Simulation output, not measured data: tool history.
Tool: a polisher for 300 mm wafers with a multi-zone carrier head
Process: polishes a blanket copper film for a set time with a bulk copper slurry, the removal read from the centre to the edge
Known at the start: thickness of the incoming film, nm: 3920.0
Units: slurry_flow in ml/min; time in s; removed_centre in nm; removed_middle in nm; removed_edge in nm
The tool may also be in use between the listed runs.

run 1 hour=0.0 | slurry_flow=240 centre_zone=1.00 middle_zone=1.00 edge_zone=1.00 slurry_solids=1.00 time=90 | removed_centre=1226.4 removed_middle=1240.3 removed_edge=1235.4
run 2 hour=1.0 | slurry_flow=285 centre_zone=1.00 middle_zone=1.00 edge_zone=1.00 slurry_solids=1.00 time=90 | removed_centre=1228.2 removed_middle=1267.7 removed_edge=1260.9
run 3 hour=5.9 | slurry_flow=285 centre_zone=1.07 middle_zone=1.00 edge_zone=1.00 slurry_solids=1.00 time=90 | removed_centre=1337.4 removed_middle=1272.7 removed_edge=1223.6
run 4 hour=9.2 | slurry_flow=285 centre_zone=1.07 middle_zone=1.00 edge_zone=1.00 slurry_solids=1.00 time=98 | removed_centre=1446.5 removed_middle=1386.1 removed_edge=1388.8
run 5 hour=11.8 | slurry_flow=335 centre_zone=1.07 middle_zone=1.00 edge_zone=1.00 slurry_solids=1.00 time=98 | removed_centre=1506.0 removed_middle=1411.1 removed_edge=1345.1
run 6 hour=15.7 | slurry_flow=335 centre_zone=1.07 middle_zone=1.00 edge_zone=1.00 slurry_solids=0.80 time=98 | removed_centre=1462.4 removed_middle=1336.6 removed_edge=1312.2
run 7 hour=18.1 | slurry_flow=335 centre_zone=1.07 middle_zone=1.00 edge_zone=1.00 slurry_solids=0.80 time=98 | removed_centre=1417.6 removed_middle=1347.6 removed_edge=1307.0
run 8 hour=19.7 | slurry_flow=325 centre_zone=1.08 middle_zone=1.02 edge_zone=1.02 slurry_solids=0.85 time=99 | removed_centre=1488.1 removed_middle=1386.5 removed_edge=1339.1

Forecast run 9:
run 9 hour=25.5 | slurry_flow=315 centre_zone=1.08 middle_zone=1.03 edge_zone=1.03 slurry_solids=0.90 time=100 | removed_centre=? removed_middle=? removed_edge=?

{"run 9": {"removed_centre": 1523.5, "removed_middle": 1419.6, "removed_edge": 1402.7}}

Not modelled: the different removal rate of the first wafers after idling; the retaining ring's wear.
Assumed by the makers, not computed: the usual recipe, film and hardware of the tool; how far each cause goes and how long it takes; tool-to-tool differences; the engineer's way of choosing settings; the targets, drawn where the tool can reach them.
